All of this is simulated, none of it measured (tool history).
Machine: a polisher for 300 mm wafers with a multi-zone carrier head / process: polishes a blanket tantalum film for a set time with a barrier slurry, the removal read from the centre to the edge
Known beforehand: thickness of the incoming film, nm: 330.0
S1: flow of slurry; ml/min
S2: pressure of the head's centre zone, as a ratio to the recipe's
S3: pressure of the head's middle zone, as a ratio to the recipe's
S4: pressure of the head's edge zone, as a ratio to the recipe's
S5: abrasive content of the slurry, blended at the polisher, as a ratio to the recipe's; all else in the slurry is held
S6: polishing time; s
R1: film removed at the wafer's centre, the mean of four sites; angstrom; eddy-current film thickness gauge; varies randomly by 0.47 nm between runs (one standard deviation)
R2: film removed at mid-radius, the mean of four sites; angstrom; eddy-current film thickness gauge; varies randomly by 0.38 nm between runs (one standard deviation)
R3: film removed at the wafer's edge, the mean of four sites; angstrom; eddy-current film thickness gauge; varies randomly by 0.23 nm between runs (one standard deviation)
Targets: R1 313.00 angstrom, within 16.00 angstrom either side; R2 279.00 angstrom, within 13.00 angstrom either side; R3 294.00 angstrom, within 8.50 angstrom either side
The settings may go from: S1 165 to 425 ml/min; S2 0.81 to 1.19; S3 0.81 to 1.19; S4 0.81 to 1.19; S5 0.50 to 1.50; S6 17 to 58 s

Run 1, hour 0.0: S1 275 ml/min, S2 1.00, S3 1.00, S4 1.00, S5 1.00, S6 37 s. Result: R1 465.63 angstrom, R2 469.68 angstrom, R3 489.04 angstrom.
Run 2, hour 4.5: S1 275 ml/min, S2 1.00, S3 0.99, S4 0.99, S5 0.95, S6 36 s. Result: R1 462.71 angstrom, R2 436.60 angstrom, R3 467.32 angstrom.
Run 3, hour 8.8: S1 275 ml/min, S2 1.00, S3 0.94, S4 0.99, S5 0.95, S6 36 s. Result: R1 456.97 angstrom, R2 432.37 angstrom, R3 473.89 angstrom.
Run 4, hour 9.6: S1 275 ml/min, S2 1.00, S3 0.94, S4 1.03, S5 0.95, S6 36 s. Result: R1 467.39 angstrom, R2 429.27 angstrom, R3 475.76 angstrom.
Run 5, hour 13.2: S1 275 ml/min, S2 1.00, S3 0.95, S4 1.02, S5 0.90, S6 35 s. Result: R1 441.45 angstrom, R2 419.03 angstrom, R3 452.52 angstrom.
Run 6, hour 14.3: S1 275 ml/min, S2 1.00, S3 0.95, S4 0.95, S5 0.90, S6 35 s. Result: R1 430.86 angstrom, R2 423.93 angstrom, R3 441.51 angstrom.
Run 7, hour 20.4: S1 275 ml/min, S2 1.01, S3 0.94, S4 0.95, S5 0.85, S6 34 s. Result: R1 425.57 angstrom, R2 390.91 angstrom, R3 418.48 angstrom.
Run 8, hour 22.9: S1 275 ml/min, S2 1.01, S3 0.94, S4 0.94, S5 0.80, S6 33 s. Result: R1 405.37 angstrom, R2 373.21 angstrom, R3 399.02 angstrom.
Run 9, hour 23.7: S1 275 ml/min, S2 1.01, S3 0.94, S4 0.93, S5 0.75, S6 32 s. Result: R1 386.77 angstrom, R2 357.10 angstrom, R3 377.76 angstrom.
Run 10, hour 29.6: S1 275 ml/min, S2 1.01, S3 0.94, S4 0.92, S5 0.70, S6 32 s. Result: R1 376.41 angstrom, R2 342.95 angstrom, R3 372.54 angstrom.
Run 11, hour 30.3: S1 275 ml/min, S2 1.01, S3 0.94, S4 0.91, S5 0.70, S6 32 s. Result: R1 372.43 angstrom, R2 344.24 angstrom, R3 368.26 angstrom.
Run 12, hour 32.3: S1 275 ml/min, S2 1.01, S3 0.94, S4 0.90, S5 0.70, S6 32 s. Result: R1 372.71 angstrom, R2 353.13 angstrom, R3 365.04 angstrom.
Run 13, hour 39.5: S1 275 ml/min, S2 1.01, S3 0.93, S4 0.89, S5 0.70, S6 32 s. Result: R1 369.41 angstrom, R2 344.11 angstrom, R3 366.52 angstrom.
Run 14, hour 44.1: S1 275 ml/min, S2 1.01, S3 0.93, S4 0.88, S5 0.70, S6 32 s. Result: R1 376.97 angstrom, R2 349.83 angstrom, R3 360.43 angstrom.
Run 15, hour 47.5: S1 260 ml/min, S2 0.98, S3 0.85, S4 0.82, S5 0.50, S6 27 s. Result: R1 269.55 angstrom, R2 245.37 angstrom, R3 261.57 angstrom.
Run 16, hour 48.5: S1 265 ml/min, S2 0.99, S3 0.86, S4 0.83, S5 0.50, S6 27 s. Result: R1 275.45 angstrom, R2 243.79 angstrom, R3 267.44 angstrom.
Run 17, hour 49.6: S1 270 ml/min, S2 0.99, S3 0.87, S4 0.83, S5 0.50, S6 27 s. Result: R1 275.21 angstrom, R2 246.19 angstrom, R3 263.91 angstrom.
Run 18, hour 53.0: S1 270 ml/min, S2 1.00, S3 0.88, S4 0.84, S5 0.50, S6 27 s. Result: R1 283.02 angstrom, R2 248.71 angstrom, R3 267.95 angstrom.
Run 19, hour 55.3: S1 270 ml/min, S2 1.00, S3 0.89, S4 0.85, S5 0.50, S6 27 s. Result: R1 282.65 angstrom, R2 246.01 angstrom, R3 272.05 angstrom.
Run 20, hour 56.4: S1 270 ml/min, S2 1.00, S3 0.90, S4 0.85, S5 0.50, S6 27 s. Result: R1 275.23 angstrom, R2 256.72 angstrom, R3 270.41 angstrom.
Run 21, hour 63.3: S1 275 ml/min, S2 1.01, S3 0.90, S4 0.85, S5 0.50, S6 27 s. Result: R1 284.59 angstrom, R2 253.27 angstrom, R3 273.27 angstrom.
Run 22, hour 69.7: S1 275 ml/min, S2 1.01, S3 0.91, S4 0.85, S5 0.50, S6 27 s. Result: R1 282.59 angstrom, R2 260.25 angstrom, R3 272.99 angstrom.
Run 23, hour 72.2: S1 275 ml/min, S2 1.01, S3 0.91, S4 0.85, S5 0.50, S6 27 s. Result: R1 283.06 angstrom, R2 260.37 angstrom, R3 267.61 angstrom.
Run 24, hour 78.2: S1 275 ml/min, S2 1.01, S3 0.91, S4 0.86, S5 0.50, S6 27 s. Result: R1 280.20 angstrom, R2 253.63 angstrom, R3 272.49 angstrom.
Run 25, hour 79.5: S1 275 ml/min, S2 1.02, S3 0.92, S4 0.86, S5 0.50, S6 27 s. Result: R1 289.97 angstrom, R2 261.36 angstrom, R3 270.12 angstrom.
Run 26, hour 81.8: S1 275 ml/min, S2 1.02, S3 0.92, S4 0.86, S5 0.50, S6 27 s. Result: R1 276.97 angstrom, R2 263.17 angstrom, R3 270.46 angstrom.

Pick the move, out of 5, that brings all results within their allowed miss; only one does.
Run A, hour 84.1: S1 290 ml/min, S2 1.00, S3 0.89, S4 0.95, S5 0.55, S6 25 s. Result: R1 ?, R2 ?, R3 ?.
Run B, hour 84.1: S1 300 ml/min, S2 0.97, S3 0.81, S4 0.95, S5 0.50, S6 28 s. Result: R1 ?, R2 ?, R3 ?.
Run C, hour 84.1: S1 265 ml/min, S2 0.91, S3 0.93, S4 1.04, S5 0.50, S6 29 s. Result: R1 ?, R2 ?, R3 ?.
Run D, hour 84.1: S1 300 ml/min, S2 1.11, S3 0.97, S4 0.84, S5 0.55, S6 30 s. Result: R1 ?, R2 ?, R3 ?.
Run E, hour 84.1: S1 190 ml/min, S2 1.06, S3 0.92, S4 0.89, S5 0.60, S6 28 s. Result: R1 ?, R2 ?, R3 ?.

move      R1      R2      R3
   A  271.68  245.26  267.19
   B  285.94  246.83  290.14
   C  274.53  282.78  308.85
   D  363.53  316.61  306.00
   E  317.19  278.60  290.94
A: its largest miss is bigger than the last run's
B: puts the biggest miss on target and leaves a different result outside tolerance
C: carries the result that was furthest off beyond its target, to the other side
D: carries the result that was furthest off beyond its target, to the other side
E: every result within its allowed miss
E is the move that brings every result within its allowed miss.

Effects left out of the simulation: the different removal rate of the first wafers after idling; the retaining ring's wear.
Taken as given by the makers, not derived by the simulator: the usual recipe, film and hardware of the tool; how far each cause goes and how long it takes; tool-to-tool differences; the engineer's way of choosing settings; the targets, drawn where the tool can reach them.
